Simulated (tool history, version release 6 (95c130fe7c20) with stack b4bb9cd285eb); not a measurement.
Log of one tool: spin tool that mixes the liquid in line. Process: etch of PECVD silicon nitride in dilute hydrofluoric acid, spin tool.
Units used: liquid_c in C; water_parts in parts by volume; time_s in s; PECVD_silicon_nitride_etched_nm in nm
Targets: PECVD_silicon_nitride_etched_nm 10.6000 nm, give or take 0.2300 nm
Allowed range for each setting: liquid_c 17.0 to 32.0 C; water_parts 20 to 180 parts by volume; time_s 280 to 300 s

run,hour,liquid_c,water_parts,time_s,PECVD_silicon_nitride_etched_nm
1,0.0,24.0,100,280,7.4128
2,2.2,26.0,100,280,8.4973
3,2.9,27.0,100,280,9.0884
4,11.8,24.5,100,280,7.6935
5,12.9,26.0,100,280,8.4720
6,16.9,27.0,100,280,9.1094
7,24.3,27.5,100,280,9.4026
8,25.1,28.0,100,280,9.6385
9,31.8,30.0,100,280,10.9530

Below are 5 possible settings for the next run. Only one of them brings all results inside the allowed miss of their targets. Which is it?
A,38.5,27.0,95,290,?
B,38.5,29.0,100,290,?
C,38.5,27.5,95,285,?
D,38.5,23.0,75,300,?
E,38.5,29.5,110,290,?

move,PECVD_silicon_nitride_etched_nm
A,9.9357
B,10.7330
C,10.0850
D,9.9642
E,10.0690
A: takes the biggest miss from the last run beyond its target
B: every result within its allowed miss
C: takes the biggest miss from the last run beyond its target
D: takes the biggest miss from the last run beyond its target
E: takes the biggest miss from the last run beyond its target
Move B is the one to make.
